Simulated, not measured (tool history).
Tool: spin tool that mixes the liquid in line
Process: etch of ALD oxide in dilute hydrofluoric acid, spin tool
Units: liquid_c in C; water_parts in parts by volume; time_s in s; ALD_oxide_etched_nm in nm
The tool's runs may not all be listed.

run 1 day=0.000 | liquid_c=22.0 water_parts=245 time_s=260 | ALD_oxide_etched_nm=7.4914
run 2 day=0.071 | liquid_c=22.5 water_parts=245 time_s=260 | ALD_oxide_etched_nm=7.5494
run 3 day=0.129 | liquid_c=23.0 water_parts=245 time_s=260 | ALD_oxide_etched_nm=7.6960
run 4 day=0.442 | liquid_c=23.0 water_parts=245 time_s=260 | ALD_oxide_etched_nm=7.6131
run 5 day=0.558 | liquid_c=23.5 water_parts=245 time_s=260 | ALD_oxide_etched_nm=7.8187
run 6 day=0.783 | liquid_c=24.0 water_parts=245 time_s=260 | ALD_oxide_etched_nm=8.0831
run 7 day=0.912 | liquid_c=24.5 water_parts=245 time_s=260 | ALD_oxide_etched_nm=8.2170

Forecast run 8:
run 8 day=1.088 | liquid_c=25.0 water_parts=245 time_s=260 | ALD_oxide_etched_nm=?

ALD_oxide_etched_nm: 8.1176 nm
